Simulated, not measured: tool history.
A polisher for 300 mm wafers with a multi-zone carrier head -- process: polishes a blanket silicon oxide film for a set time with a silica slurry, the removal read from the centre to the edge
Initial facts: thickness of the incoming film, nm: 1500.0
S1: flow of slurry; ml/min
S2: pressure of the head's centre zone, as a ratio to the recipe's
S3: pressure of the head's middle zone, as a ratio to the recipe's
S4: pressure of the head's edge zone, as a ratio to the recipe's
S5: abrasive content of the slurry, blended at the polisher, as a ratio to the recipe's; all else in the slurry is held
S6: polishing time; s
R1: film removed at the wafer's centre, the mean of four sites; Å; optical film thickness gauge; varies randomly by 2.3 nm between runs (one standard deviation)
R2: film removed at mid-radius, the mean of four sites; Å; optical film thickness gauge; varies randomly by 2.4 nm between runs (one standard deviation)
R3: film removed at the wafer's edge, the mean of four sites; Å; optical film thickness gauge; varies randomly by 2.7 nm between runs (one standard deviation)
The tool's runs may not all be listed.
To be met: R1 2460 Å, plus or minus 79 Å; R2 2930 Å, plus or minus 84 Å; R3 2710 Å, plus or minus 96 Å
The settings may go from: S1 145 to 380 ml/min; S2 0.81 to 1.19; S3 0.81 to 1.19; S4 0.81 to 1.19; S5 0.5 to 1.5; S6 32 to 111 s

run  hour   S1    S2    S3    S4    S5  S6      R1      R2      R3
  1     0  245     1     1     1     1  71  2147.4  1920.8  1933.3
  2   4.9  245  0.92     1     1     1  71  2023.5  1900.3  1949.7
  3   9.2  245  0.92  0.97     1     1  71  1994.9  1825.8  1952.2
  4  12.2  245  0.92  0.97  1.08     1  71  1997.6  1859.6  1997.9
  5  14.6  250   0.9  1.01   1.1  1.15  72  2119.6  2085.3  2148.2
  6  22.4  250   0.9  1.01  1.16  1.15  72  2127.8  2059.9  2265.3
  7  29.3  260  0.89  1.05  1.17  1.25  73  2199.7  2276.4  2361.9
  8  35.7  265  0.88  1.07  1.17   1.3  74  2288.3  2373.7  2468.7
  9  36.5  270  0.87   1.1  1.16  1.35  75  2301.9  2528.3  2532.9
 10  42.9  280  0.87  1.12  1.16   1.4  75  2392.3  2625.5  2609.3
 11  48.7  285  0.86  1.14  1.15  1.45  75  2441.7  2707.1  2533.5
 12  49.8  285  0.86  1.14  1.15  1.45  75  2399.1  2691.9  2631.4
 13  53.8  290  0.85  1.15  1.14  1.45  76  2392.6  2741.8  2621.7
 14  61.8  290  0.85  1.16  1.14  1.45  76  2421.6  2775.9  2610.4
 15  68.1  290  0.85  1.16  1.14  1.45  76  2429.4  2742.4  2629.8
 16    73  285  0.84  1.17  1.13  1.45  77  2407.8  2802.2  2623.7
 17  81.2  290  0.84  1.18  1.13  1.45  77  2403.5  2856.1  2664.6

Which single option among these 5 for the next run brings every result within its allowed miss of target? Just one does.
  A  89.4  255  0.83  1.13  1.19   1.3  81   ?   ?   ?
  B  89.4  260  0.81  1.09  1.19  1.45  80   ?   ?   ?
  C  89.4  355  0.82  1.17  1.11  1.45  79   ?   ?   ?
  D  89.4  260  0.87  1.12  1.15   1.5  76   ?   ?   ?
  E  89.4  285  0.81  1.08  1.12   1.3  82   ?   ?   ?

move      R1      R2      R3
   A  2331.1    2692  2721.8
   B  2361.3  2697.6  2812.6
   C  2441.2  2923.4  2748.9
   D  2409.7  2655.8    2660
   E    2346  2656.5  2703.8
A: lands further from the targets than the last run did
B: lands further from the targets than the last run did
C: in spec on every target
D: lands further from the targets than the last run did
E: lands further from the targets than the last run did
The right move is C.

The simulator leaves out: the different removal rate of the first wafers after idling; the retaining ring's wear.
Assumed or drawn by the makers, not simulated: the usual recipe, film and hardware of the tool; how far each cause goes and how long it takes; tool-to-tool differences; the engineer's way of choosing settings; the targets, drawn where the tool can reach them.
